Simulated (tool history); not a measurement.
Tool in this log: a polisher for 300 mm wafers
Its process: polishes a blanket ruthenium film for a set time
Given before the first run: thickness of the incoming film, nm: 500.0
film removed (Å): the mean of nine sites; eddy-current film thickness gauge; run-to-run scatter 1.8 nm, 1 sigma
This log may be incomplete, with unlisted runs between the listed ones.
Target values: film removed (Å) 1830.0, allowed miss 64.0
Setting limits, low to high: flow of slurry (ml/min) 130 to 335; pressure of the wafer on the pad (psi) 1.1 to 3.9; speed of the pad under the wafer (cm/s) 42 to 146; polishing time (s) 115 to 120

run,day,flow of slurry (ml/min),pressure of the wafer on the pad (psi),speed of the pad under the wafer (cm/s),polishing time (s),film removed (Å)
1,0.000,215,2.5,94,115,1191.0
2,0.358,215,2.5,94,120,1233.8
3,0.683,215,2.5,94,120,1244.9
4,1.008,215,2.5,106,120,1388.3
5,1.296,215,2.7,106,120,1473.5
6,1.642,215,2.8,106,120,1540.4
7,1.950,215,2.9,106,120,1620.4
8,2.288,220,3.1,106,120,1725.4

Which one of the following 5 next-run settings gets every result inside its allowed miss? There is exactly one.
A,2.625,255,3.1,102,115,?
B,2.625,225,2.8,126,120,?
C,2.625,185,3.7,106,120,?
D,2.625,240,2.9,112,118,?
E,2.625,210,3.0,106,120,?

move,film removed (Å)
A,1592.2
B,1803.0
C,1973.1
D,1657.1
E,1631.7
A: moves away from the targets compared with the last run
B: meets every target
C: moves the result that the last run missed by most past its target, out the other side
D: moves away from the targets compared with the last run
E: moves away from the targets compared with the last run
The right move is B.

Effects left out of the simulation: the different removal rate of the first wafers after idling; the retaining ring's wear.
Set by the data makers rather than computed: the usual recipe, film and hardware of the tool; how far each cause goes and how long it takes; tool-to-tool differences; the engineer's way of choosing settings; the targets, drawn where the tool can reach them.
